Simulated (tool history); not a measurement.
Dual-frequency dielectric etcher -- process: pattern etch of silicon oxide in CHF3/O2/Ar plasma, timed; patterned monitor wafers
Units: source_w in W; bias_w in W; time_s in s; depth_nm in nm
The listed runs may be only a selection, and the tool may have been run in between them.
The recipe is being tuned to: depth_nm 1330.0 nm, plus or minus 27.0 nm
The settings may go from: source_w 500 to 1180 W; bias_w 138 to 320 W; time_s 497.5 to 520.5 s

run	day	source_w	bias_w	time_s	depth_nm
1	0.000	840	229	497.5	1126.8
2	0.308	960	229	497.5	1215.2
3	0.342	960	203	497.5	1198.1
4	0.596	960	237	497.5	1237.3
5	0.846	990	238	497.5	1237.7
6	1.033	990	238	497.5	1257.4
7	1.162	1010	239	497.5	1275.1
8	1.433	1020	240	497.5	1284.6
9	1.771	1020	240	497.5	1272.7

Below are 4 possible settings for the next run. Only one of them brings all results inside the allowed miss of their targets. Which is it?
A	2.108	980	210	509.5	?
B	2.108	1040	249	505.5	?
C	2.108	1030	212	510.0	?
D	2.108	870	245	511.0	?

move	depth_nm
A	1234.6
B	1328.4
C	1273.9
D	1207.6
A: moves away from the targets compared with the last run
B: all results land within tolerance of their targets
C: about the same distance from the targets as the last run
D: moves away from the targets compared with the last run
Move B is the one to make.
